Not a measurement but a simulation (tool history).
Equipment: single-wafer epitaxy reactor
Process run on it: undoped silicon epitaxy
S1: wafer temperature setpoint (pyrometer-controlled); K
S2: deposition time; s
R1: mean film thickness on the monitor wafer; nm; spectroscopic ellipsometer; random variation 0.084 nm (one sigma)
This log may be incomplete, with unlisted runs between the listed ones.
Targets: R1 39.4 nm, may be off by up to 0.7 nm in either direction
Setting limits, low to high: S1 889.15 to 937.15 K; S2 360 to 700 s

run,hour,S1,S2,R1
1,0,913.15,530,64.655
2,7.3,908.15,529,56.749
3,9.3,901.15,529,47.264
4,12.5,901.15,470,42.028
5,15.5,900.15,470,41.028
# hour 18.8: pyrometer calibrated
6,18.8,899.15,470,43.299
7,22,898.15,470,42.244
8,31.1,897.15,470,41.216

Of the 5 settings listed for the next run, only one would bring every result within its allowed miss of target. Which one?
A,40.2,899.15,491,?
B,40.2,897.15,447,?
C,40.2,896.15,491,?
D,40.2,897.15,478,?
E,40.2,895.15,490,?

move,R1
A,45.449
B,39.251
C,41.988
D,41.973
E,40.806
A: moves away from the targets compared with the last run
B: meets every target
C: moves away from the targets compared with the last run
D: moves away from the targets compared with the last run
E: moves toward the targets from the last run without getting all of them in spec
The right move is B.
